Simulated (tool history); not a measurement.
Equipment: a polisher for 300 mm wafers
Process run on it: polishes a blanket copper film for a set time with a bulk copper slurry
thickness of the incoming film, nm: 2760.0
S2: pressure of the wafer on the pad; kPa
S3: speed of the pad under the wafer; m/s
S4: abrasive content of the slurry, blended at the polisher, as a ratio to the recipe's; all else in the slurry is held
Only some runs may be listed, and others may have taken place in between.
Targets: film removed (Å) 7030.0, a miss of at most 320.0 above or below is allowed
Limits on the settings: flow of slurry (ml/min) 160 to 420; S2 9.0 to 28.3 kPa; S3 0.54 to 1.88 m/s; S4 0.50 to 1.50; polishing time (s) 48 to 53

run 1 hour=0.0 | flow_of_slurry_(ml/min)=270 S2=18.6 S3=1.20 S4=1.00 polishing_time_(s)=53 | film_removed_(Å)=5734.8
run 2 hour=4.9 | flow_of_slurry_(ml/min)=270 S2=18.6 S3=1.02 S4=1.00 polishing_time_(s)=53 | film_removed_(Å)=4976.3
run 3 hour=8.4 | flow_of_slurry_(ml/min)=270 S2=18.6 S3=0.90 S4=1.00 polishing_time_(s)=53 | film_removed_(Å)=4559.0
run 4 hour=11.2 | flow_of_slurry_(ml/min)=245 S2=18.6 S3=0.90 S4=1.00 polishing_time_(s)=53 | film_removed_(Å)=4356.1
run 5 hour=16.5 | flow_of_slurry_(ml/min)=245 S2=17.2 S3=0.90 S4=1.00 polishing_time_(s)=53 | film_removed_(Å)=4200.4
run 6 hour=23.1 | flow_of_slurry_(ml/min)=250 S2=19.3 S3=0.92 S4=1.00 polishing_time_(s)=53 | film_removed_(Å)=4655.2
run 7 hour=29.2 | flow_of_slurry_(ml/min)=255 S2=20.7 S3=0.92 S4=1.00 polishing_time_(s)=53 | film_removed_(Å)=4962.1
run 8 hour=30.6 | flow_of_slurry_(ml/min)=260 S2=22.1 S3=0.92 S4=1.00 polishing_time_(s)=53 | film_removed_(Å)=5231.2
run 9 hour=33.4 | flow_of_slurry_(ml/min)=265 S2=23.4 S3=0.92 S4=1.00 polishing_time_(s)=53 | film_removed_(Å)=5547.9
run 10 hour=40.0 | flow_of_slurry_(ml/min)=270 S2=24.1 S3=0.92 S4=1.00 polishing_time_(s)=53 | film_removed_(Å)=5713.1
run 11 hour=47.2 | flow_of_slurry_(ml/min)=270 S2=24.8 S3=0.92 S4=1.00 polishing_time_(s)=53 | film_removed_(Å)=5775.7
run 12 hour=49.8 | flow_of_slurry_(ml/min)=270 S2=25.5 S3=0.94 S4=1.00 polishing_time_(s)=53 | film_removed_(Å)=6018.9
run 13 hour=53.7 | flow_of_slurry_(ml/min)=270 S2=26.2 S3=0.96 S4=1.00 polishing_time_(s)=53 | film_removed_(Å)=6305.8
run 14 hour=58.8 | flow_of_slurry_(ml/min)=270 S2=26.9 S3=0.96 S4=1.00 polishing_time_(s)=53 | film_removed_(Å)=6369.1
run 15 hour=64.9 | flow_of_slurry_(ml/min)=275 S2=26.9 S3=0.98 S4=1.00 polishing_time_(s)=53 | film_removed_(Å)=6291.1
run 16 hour=70.2 | flow_of_slurry_(ml/min)=275 S2=26.9 S3=1.00 S4=1.00 polishing_time_(s)=53 | film_removed_(Å)=6594.0
run 17 hour=73.4 | flow_of_slurry_(ml/min)=275 S2=26.9 S3=1.00 S4=1.00 polishing_time_(s)=53 | film_removed_(Å)=6567.3

4 next moves are on the table. One of them brings every result within its allowed miss. Which?
run A hour=76.6 | flow_of_slurry_(ml/min)=300 S2=28.3 S3=1.02 S4=1.00 polishing_time_(s)=53 | film_removed_(Å)=?
run B hour=76.6 | flow_of_slurry_(ml/min)=285 S2=27.6 S3=1.18 S4=0.95 polishing_time_(s)=53 | film_removed_(Å)=?
run C hour=76.6 | flow_of_slurry_(ml/min)=320 S2=27.6 S3=1.14 S4=1.15 polishing_time_(s)=53 | film_removed_(Å)=?
run D hour=76.6 | flow_of_slurry_(ml/min)=280 S2=28.3 S3=1.14 S4=1.05 polishing_time_(s)=53 | film_removed_(Å)=?

move=A film_removed_(Å)=6892.5
move=B film_removed_(Å)=7473.8
move=C film_removed_(Å)=7604.2
move=D film_removed_(Å)=7546.0
A: in spec on every target
B: carries the result that was furthest off beyond its target, to the other side
C: carries the result that was furthest off beyond its target, to the other side
D: carries the result that was furthest off beyond its target, to the other side
Correct choice: A, which meets every target
